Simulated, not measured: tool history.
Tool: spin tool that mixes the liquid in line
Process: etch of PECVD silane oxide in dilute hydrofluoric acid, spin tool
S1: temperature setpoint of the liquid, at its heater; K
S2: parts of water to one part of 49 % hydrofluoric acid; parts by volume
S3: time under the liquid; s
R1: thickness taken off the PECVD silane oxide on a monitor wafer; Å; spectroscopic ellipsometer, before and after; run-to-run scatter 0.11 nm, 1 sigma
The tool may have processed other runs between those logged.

run,day,S1,S2,S3,R1
1,0,298.15,265,285,188.19
2,0.304,301.15,265,285,207.94
3,0.558,303.65,265,285,226.19
4,0.896,304.15,250,285,247.38
5,1.071,305.65,250,285,260.75
6,1.388,305.65,240,285,274.32
7,1.575,305.65,235,285,282.2

For run 8, what comes out?
8,1.779,305.65,230,285,?

{"run 8": {"R1": 290.1}}

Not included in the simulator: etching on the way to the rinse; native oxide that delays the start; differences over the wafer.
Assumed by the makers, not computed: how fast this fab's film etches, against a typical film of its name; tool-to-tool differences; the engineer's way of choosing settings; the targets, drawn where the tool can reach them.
